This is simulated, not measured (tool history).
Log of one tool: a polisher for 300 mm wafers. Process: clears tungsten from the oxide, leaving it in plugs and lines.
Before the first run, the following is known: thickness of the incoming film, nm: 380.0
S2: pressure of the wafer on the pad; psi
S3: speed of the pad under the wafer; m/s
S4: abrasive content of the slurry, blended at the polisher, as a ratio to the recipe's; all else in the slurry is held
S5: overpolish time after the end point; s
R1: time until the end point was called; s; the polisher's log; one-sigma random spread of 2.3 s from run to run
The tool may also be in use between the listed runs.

{"run": 1, "hour": 0.0, "flow of slurry (ml/min)": 235, "S2": 3.1, "S3": 1.04, "S4": 1.0, "S5": 16, "R1": 95.424}
{"run": 2, "hour": 1.2, "flow of slurry (ml/min)": 235, "S2": 2.6, "S3": 1.04, "S4": 1.0, "S5": 16, "R1": 110.87}
{"run": 3, "hour": 9.9, "flow of slurry (ml/min)": 235, "S2": 2.5, "S3": 1.04, "S4": 1.0, "S5": 16, "R1": 113.07}
{"run": 4, "hour": 14.6, "flow of slurry (ml/min)": 235, "S2": 2.5, "S3": 1.04, "S4": 0.8, "S5": 16, "R1": 124.41}
{"run": 5, "hour": 16.7, "flow of slurry (ml/min)": 235, "S2": 1.8, "S3": 1.04, "S4": 0.8, "S5": 16, "R1": 166.52}
{"run": 6, "hour": 19.8, "flow of slurry (ml/min)": 235, "S2": 1.8, "S3": 0.84, "S4": 0.8, "S5": 16, "R1": 193.73}
{"run": 7, "hour": 28.7, "flow of slurry (ml/min)": 235, "S2": 2.0, "S3": 0.84, "S4": 0.8, "S5": 16, "R1": 180.25}

For run 8, what comes out?
{"run": 8, "hour": 35.7, "flow of slurry (ml/min)": 235, "S2": 2.1, "S3": 0.84, "S4": 0.8, "S5": 16, "R1": "?"}

R1: 169.220 s
